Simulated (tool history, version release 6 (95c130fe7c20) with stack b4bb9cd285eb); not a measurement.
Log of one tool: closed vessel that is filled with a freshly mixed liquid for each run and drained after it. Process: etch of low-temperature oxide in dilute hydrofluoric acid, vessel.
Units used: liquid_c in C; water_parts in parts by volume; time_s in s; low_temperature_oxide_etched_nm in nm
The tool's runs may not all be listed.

| run | hour | liquid_c | water_parts | time_s | low_temperature_oxide_etched_nm |
|---|---|---|---|---|---|
| 1 | 0.0 | 20.0 | 140 | 110 | 10.9220 |
| 2 | 1.1 | 20.0 | 140 | 110 | 10.9020 |
| 3 | 4.1 | 19.5 | 140 | 110 | 10.6730 |
| 4 | 8.4 | 17.5 | 140 | 110 | 9.9465 |
| 5 | 15.3 | 17.0 | 150 | 110 | 8.9265 |
| 6 | 23.7 | 17.0 | 130 | 110 | 10.5280 |
| 7 | 32.1 | 17.0 | 130 | 110 | 10.5090 |

Forecast run 8:
| 8 | 36.9 | 17.0 | 135 | 110 | ? |

low_temperature_oxide_etched_nm: 10.0650 nm

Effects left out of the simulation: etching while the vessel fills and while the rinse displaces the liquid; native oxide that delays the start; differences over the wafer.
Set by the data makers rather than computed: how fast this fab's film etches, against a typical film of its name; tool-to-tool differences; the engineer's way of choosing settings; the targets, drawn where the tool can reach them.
